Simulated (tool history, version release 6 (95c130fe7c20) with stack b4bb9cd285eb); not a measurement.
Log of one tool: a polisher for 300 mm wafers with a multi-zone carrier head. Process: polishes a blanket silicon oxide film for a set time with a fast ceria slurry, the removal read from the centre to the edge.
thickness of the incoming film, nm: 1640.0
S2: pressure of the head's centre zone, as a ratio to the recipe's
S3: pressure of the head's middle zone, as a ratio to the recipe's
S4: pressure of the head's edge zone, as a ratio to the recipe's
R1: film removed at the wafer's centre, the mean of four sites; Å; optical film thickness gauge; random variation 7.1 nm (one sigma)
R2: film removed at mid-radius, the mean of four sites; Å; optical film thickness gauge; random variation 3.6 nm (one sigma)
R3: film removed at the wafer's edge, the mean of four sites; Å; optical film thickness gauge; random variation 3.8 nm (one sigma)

{"run": 1, "hour": 0.0, "flow of slurry (ml/min)": 225, "S2": 1, "S3": 1, "S4": 1, "polishing time (s)": 28, "R1": 5371.1, "R2": 5806.7, "R3": 5977.5}
{"run": 2, "hour": 8.6, "flow of slurry (ml/min)": 220, "S2": 0.99, "S3": 1.01, "S4": 0.99, "polishing time (s)": 28, "R1": 5347, "R2": 5800.5, "R3": 5870.9}
{"run": 3, "hour": 11.9, "flow of slurry (ml/min)": 215, "S2": 0.98, "S3": 1.02, "S4": 0.99, "polishing time (s)": 28, "R1": 5321, "R2": 5784.8, "R3": 5889.4}
{"run": 4, "hour": 19.6, "flow of slurry (ml/min)": 250, "S2": 0.98, "S3": 1.02, "S4": 0.99, "polishing time (s)": 28, "R1": 5436.1, "R2": 5962.3, "R3": 5987}
{"run": 5, "hour": 22.1, "flow of slurry (ml/min)": 250, "S2": 0.98, "S3": 1.02, "S4": 1.07, "polishing time (s)": 28, "R1": 5557.3, "R2": 5914.2, "R3": 6130.6}
{"hour": 28.3, "done": "centre zone pressure recalibrated"}
{"run": 6, "hour": 28.3, "flow of slurry (ml/min)": 240, "S2": 0.97, "S3": 1.03, "S4": 1.05, "polishing time (s)": 28, "R1": 5878.6, "R2": 5906.5, "R3": 6079}

Forecast run 7:
{"run": 7, "hour": 35.4, "flow of slurry (ml/min)": 235, "S2": 0.97, "S3": 1.03, "S4": 1.02, "polishing time (s)": 28, "R1": "?", "R2": "?", "R3": "?"}

Run 7 gave R1 5870.5 Å, R2 5957.9 Å, R3 5997.6 Å.
